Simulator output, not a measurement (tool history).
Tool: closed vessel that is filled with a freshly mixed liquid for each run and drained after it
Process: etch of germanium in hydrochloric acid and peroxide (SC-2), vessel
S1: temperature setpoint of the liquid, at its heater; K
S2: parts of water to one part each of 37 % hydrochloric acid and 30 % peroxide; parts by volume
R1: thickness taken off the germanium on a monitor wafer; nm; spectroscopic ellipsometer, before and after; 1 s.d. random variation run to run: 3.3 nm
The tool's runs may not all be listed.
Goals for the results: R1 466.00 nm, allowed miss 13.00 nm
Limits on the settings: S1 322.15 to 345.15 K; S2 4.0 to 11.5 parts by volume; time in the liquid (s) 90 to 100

Run 1, hour 0.0: S1 338.15 K, S2 6.5 parts by volume, time in the liquid (s) 90. Result: R1 339.36 nm.
Run 2, hour 6.2: S1 339.15 K, S2 6.5 parts by volume, time in the liquid (s) 90. Result: R1 352.38 nm.
Run 3, hour 14.8: S1 339.15 K, S2 5.0 parts by volume, time in the liquid (s) 90. Result: R1 353.32 nm.
Run 4, hour 17.0: S1 339.15 K, S2 6.0 parts by volume, time in the liquid (s) 90. Result: R1 351.16 nm.
Run 5, hour 24.0: S1 339.15 K, S2 6.0 parts by volume, time in the liquid (s) 100. Result: R1 385.67 nm.
Run 6, hour 32.9: S1 340.15 K, S2 5.5 parts by volume, time in the liquid (s) 100. Result: R1 403.35 nm.
Run 7, hour 37.6: S1 341.15 K, S2 5.0 parts by volume, time in the liquid (s) 100. Result: R1 414.36 nm.
Run 8, hour 40.0: S1 341.65 K, S2 5.0 parts by volume, time in the liquid (s) 100. Result: R1 420.55 nm.
At hour 43.2: new drum of peroxide connected.
Run 9, hour 43.2: S1 342.15 K, S2 5.0 parts by volume, time in the liquid (s) 100. Result: R1 429.30 nm.
Run 10, hour 44.2: S1 342.65 K, S2 5.0 parts by volume, time in the liquid (s) 100. Result: R1 432.40 nm.

Exercise: of the 5 proposed moves below, exactly one satisfies all targets within the stated allowed misses. Which move is it?
Run A, hour 45.2: S1 343.15 K, S2 4.0 parts by volume, time in the liquid (s) 90. Result: R1 ?.
Run B, hour 45.2: S1 341.65 K, S2 4.5 parts by volume, time in the liquid (s) 95. Result: R1 ?.
Run C, hour 45.2: S1 339.65 K, S2 5.5 parts by volume, time in the liquid (s) 100. Result: R1 ?.
Run D, hour 45.2: S1 341.65 K, S2 6.5 parts by volume, time in the liquid (s) 95. Result: R1 ?.
Run E, hour 45.2: S1 345.15 K, S2 4.0 parts by volume, time in the liquid (s) 100. Result: R1 ?.

move      R1
   A  398.64
   B  401.93
   C  396.40
   D  395.03
   E  468.72
A: misses by more than the last run did
B: misses by more than the last run did
C: misses by more than the last run did
D: misses by more than the last run did
E: meets every target
Correct choice: E, which meets every target
